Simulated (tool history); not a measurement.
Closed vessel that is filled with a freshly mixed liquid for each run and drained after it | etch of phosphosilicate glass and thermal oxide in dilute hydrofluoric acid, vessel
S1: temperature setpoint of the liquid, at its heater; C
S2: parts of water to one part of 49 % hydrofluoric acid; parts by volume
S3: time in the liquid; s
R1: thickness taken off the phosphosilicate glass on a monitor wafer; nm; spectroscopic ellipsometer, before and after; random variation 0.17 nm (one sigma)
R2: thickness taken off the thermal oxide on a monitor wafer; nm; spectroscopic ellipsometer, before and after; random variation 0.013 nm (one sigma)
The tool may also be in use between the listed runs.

run 1 hour=0.0 | S1=21.0 S2=60 S3=60 | R1=69.580 R2=4.7734
run 2 hour=1.9 | S1=19.5 S2=60 S3=60 | R1=65.004 R2=4.4275
run 3 hour=8.0 | S1=19.0 S2=65 S3=60 | R1=58.241 R2=3.9557
run 4 hour=9.9 | S1=19.0 S2=75 S3=60 | R1=50.057 R2=3.4408
run 5 hour=15.2 | S1=18.0 S2=85 S3=60 | R1=42.172 R2=2.8265
run 6 hour=21.9 | S1=18.0 S2=95 S3=60 | R1=36.870 R2=2.5163

Forecast run 7:
run 7 hour=24.3 | S1=17.5 S2=95 S3=60 | R1=? R2=?

R1: 35.967 nm
R2: 2.4707 nm

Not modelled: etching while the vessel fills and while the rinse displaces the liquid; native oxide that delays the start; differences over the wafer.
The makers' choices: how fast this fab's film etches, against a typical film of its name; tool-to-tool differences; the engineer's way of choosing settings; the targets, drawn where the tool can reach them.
